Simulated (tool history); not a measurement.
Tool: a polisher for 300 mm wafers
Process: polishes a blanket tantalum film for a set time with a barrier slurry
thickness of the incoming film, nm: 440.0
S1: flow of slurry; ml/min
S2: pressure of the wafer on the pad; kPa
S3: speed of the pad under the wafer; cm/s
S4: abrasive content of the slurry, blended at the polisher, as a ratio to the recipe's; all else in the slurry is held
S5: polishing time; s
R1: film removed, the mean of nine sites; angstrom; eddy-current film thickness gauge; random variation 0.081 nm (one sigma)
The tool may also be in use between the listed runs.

run    day   S1   S2  S3    S4  S5      R1
  1      0  305    9  76     1  23  162.21
  2  0.154  305    9  76     1  23  163.01
  3  0.342  305    9  68     1  23  146.08
  4  0.608  305  8.3  68     1  23  136.74
  5  0.967  305  8.3  68  1.15  23  143.04
     1.171  -- worn pad replaced by a new one
  6  1.171  305  8.3  78  1.15  23  182.17
  7  1.538  305  7.6  76  1.15  23  162.69
  8  1.596  305  6.9  74  1.15  23  145.28
  9  1.925  300  4.1  74  1.15  23  91.812
 10  2.208  310  4.1  74  1.15  23  92.889
 11  2.321  310  4.8  74  1.15  23  105.76

The next listed run, before its measurement:
 12  2.646  320  4.8  74  1.15  23   ?

Run 12 gave R1 106.06 angstrom.

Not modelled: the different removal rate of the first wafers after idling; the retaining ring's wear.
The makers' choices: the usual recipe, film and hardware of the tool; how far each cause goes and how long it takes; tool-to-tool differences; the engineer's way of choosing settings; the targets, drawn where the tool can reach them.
